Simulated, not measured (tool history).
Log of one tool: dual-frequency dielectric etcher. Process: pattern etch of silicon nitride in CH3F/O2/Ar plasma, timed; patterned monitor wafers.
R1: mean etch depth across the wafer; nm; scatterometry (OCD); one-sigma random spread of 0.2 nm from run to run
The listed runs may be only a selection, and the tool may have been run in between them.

Run 1, hour 0: source power (W) 440, bias power (W) 88, etch time (s) 40. Result: R1 32.269 nm.
Run 2, hour 8.2: source power (W) 440, bias power (W) 82, etch time (s) 40. Result: R1 31.066 nm.
Run 3, hour 9: source power (W) 400, bias power (W) 82, etch time (s) 40. Result: R1 29.96 nm.
Run 4, hour 14.2: source power (W) 420, bias power (W) 83, etch time (s) 40. Result: R1 30.733 nm.
Run 5, hour 21.2: source power (W) 420, bias power (W) 75, etch time (s) 40. Result: R1 30.024 nm.
Run 6, hour 26: source power (W) 440, bias power (W) 76, etch time (s) 40. Result: R1 30.544 nm.

Run 7, settings as shown, results not yet in. Your forecast:
Run 7, hour 27.5: source power (W) 460, bias power (W) 77, etch time (s) 40. Result: R1 ?.

Run 7 measured R1 30.888 nm.
